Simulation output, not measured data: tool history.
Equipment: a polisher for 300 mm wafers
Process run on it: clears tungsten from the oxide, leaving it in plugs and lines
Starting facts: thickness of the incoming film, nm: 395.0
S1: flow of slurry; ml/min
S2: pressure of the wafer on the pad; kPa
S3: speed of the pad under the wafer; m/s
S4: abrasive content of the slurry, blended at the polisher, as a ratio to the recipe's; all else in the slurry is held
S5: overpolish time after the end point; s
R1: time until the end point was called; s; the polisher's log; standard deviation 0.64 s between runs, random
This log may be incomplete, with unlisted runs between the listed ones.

run 1 hour=0 | S1=140 S2=20 S3=1.4 S4=1 S5=12 | R1=70.237
run 2 hour=0.5 | S1=140 S2=17.2 S3=1.4 S4=1 S5=12 | R1=78.719
run 3 hour=5.2 | S1=140 S2=19.3 S3=1.42 S4=1 S5=12 | R1=71.05
run 4 hour=8.8 | S1=115 S2=19.3 S3=1.42 S4=1 S5=12 | R1=74.191
-- hour=11.8 worn pad replaced by a new one
run 5 hour=11.8 | S1=120 S2=20.7 S3=1.42 S4=1 S5=12 | R1=61.55
run 6 hour=15.5 | S1=120 S2=20.7 S3=1.66 S4=1 S5=12 | R1=53.012

What does the tool deliver on the next run?
run 7 hour=17.1 | S1=120 S2=21.4 S3=1.66 S4=1 S5=12 | R1=?

For run 7 the tool returned R1 52.933 s.
